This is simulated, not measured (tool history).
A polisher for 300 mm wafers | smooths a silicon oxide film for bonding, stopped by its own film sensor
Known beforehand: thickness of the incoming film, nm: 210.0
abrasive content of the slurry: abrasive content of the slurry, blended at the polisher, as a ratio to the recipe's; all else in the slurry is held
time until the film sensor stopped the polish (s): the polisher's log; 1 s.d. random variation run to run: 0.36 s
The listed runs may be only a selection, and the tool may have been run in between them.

run	day	flow of slurry (ml/min)	pressure of the wafer on the pad (psi)	speed of the pad under the wafer (m/s)	abrasive content of the slurry	target thickness at which the film sensor stops the polish (nm)	time until the film sensor stopped the polish (s)
1	0.000	165	2.1	1.06	1.0	188	38.907
2	0.325	160	2.1	1.06	1.0	188	39.939
3	0.517	160	2.1	1.18	1.0	188	36.308
4	0.817	155	2.1	1.18	1.0	188	36.648
5	1.158	155	2.1	1.18	1.2	188	32.707
6	1.450	150	2.0	1.18	1.2	188	34.457
7	1.525	150	2.0	1.18	1.2	188	33.793
8	1.817	150	1.9	1.18	1.2	188	35.615

The next listed run, before its measurement:
9	1.912	150	1.8	1.18	1.2	188	?

{"run 9": {"time until the film sensor stopped the polish (s)": 36.463}}
